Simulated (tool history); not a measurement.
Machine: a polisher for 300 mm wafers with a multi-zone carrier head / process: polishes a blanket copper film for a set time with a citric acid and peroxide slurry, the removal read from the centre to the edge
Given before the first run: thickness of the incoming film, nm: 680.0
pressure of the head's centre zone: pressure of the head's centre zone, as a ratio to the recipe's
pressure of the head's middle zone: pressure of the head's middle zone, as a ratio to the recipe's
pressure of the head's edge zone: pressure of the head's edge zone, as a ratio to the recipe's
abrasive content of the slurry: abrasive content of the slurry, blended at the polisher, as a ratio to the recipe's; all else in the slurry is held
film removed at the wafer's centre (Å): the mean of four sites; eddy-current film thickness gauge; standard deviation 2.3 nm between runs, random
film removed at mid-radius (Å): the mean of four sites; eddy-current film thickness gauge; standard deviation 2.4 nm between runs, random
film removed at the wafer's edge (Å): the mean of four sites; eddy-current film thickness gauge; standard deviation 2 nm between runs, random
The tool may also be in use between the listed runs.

run  hour  flow of slurry (ml/min)  pressure of the head's centre zone  pressure of the head's middle zone  pressure of the head's edge zone  abrasive content of the slurry  polishing time (s)  film removed at the wafer's centre (Å)  film removed at mid-radius (Å)  film removed at the wafer's edge (Å)
  1     0                      175                                   1                                   1                                 1                               1                  62                                  2137.6                          2103.8                                2132.2
  2   8.1                      175                                   1                                1.04                                 1                               1                  62                                  2150.7                          2152.6                                2104.5
  3  16.4                      180                                1.01                                1.03                              1.02                            1.05                  63                                  2222.4                          2214.3                                2201.8
  4    25                      185                                1.03                                1.02                              1.04                             1.1                  64                                  2380.9                          2200.9                                2296.2
  5  31.6                      190                                1.03                                1.02                              1.05                            1.15                  65                                  2433.5                          2338.1                                  2359
  6  32.4                      190                                1.03                                0.98                              1.05                            1.15                  65                                  2449.1                          2190.6                                2361.5
  7  36.3                      190                                1.03                                0.98                              1.06                             1.2                  66                                  2482.3                          2276.9                                2398.3
  8  36.9                      195                                1.03                                0.97                              1.07                             1.2                  67                                  2534.1                          2303.7                                2498.8
  9    42                      200                                1.04                                0.97                              1.08                            1.25                  67                                  2608.4                          2337.1                                2505.3
 10  46.1                      200                                1.04                                0.96                              1.09                            1.25                  68                                  2638.6                          2361.3                                2572.3
 11    52                      205                                1.05                                0.95                               1.1                            1.25                  69                                  2717.3                          2362.3                                2628.8
 12  57.9                      205                                1.05                                0.95                              1.11                            1.25                  70                                  2745.3                          2407.5                                2666.1
 13    60                      205                                1.05                                0.94                              1.12                             1.3                  70                                  2755.3                          2424.7                                2720.9
 14  64.8                      210                                1.06                                0.94                              1.13                             1.3                  70                                  2844.7                            2433                                2737.9
 15  68.6                      210                                1.06                                0.94                              1.14                             1.3                  70                                  2796.3                          2420.1                                2735.7
     71.3  -- worn pad replaced by a new one
 16  71.3                      245                                1.12                                0.91                              1.19                             1.5                  73                                  3518.2                          2784.4                                3318.8
 17  78.8                      240                                1.12                                0.91                              1.19                             1.5                  73                                    3526                          2767.7                                3297.3
 18  81.7                      235                                1.12                                0.91                              1.19                             1.5                  73                                  3561.2                            2803                                3302.2

Run 19 is up next; what results do you expect?
 19  86.9                      230                                1.11                                0.91                              1.18                             1.5                  73                                       ?                               ?                                     ?

Run 19 measured film removed at the wafer's centre (Å) 3443.3, film removed at mid-radius (Å) 2742.4, film removed at the wafer's edge (Å) 3267.3.
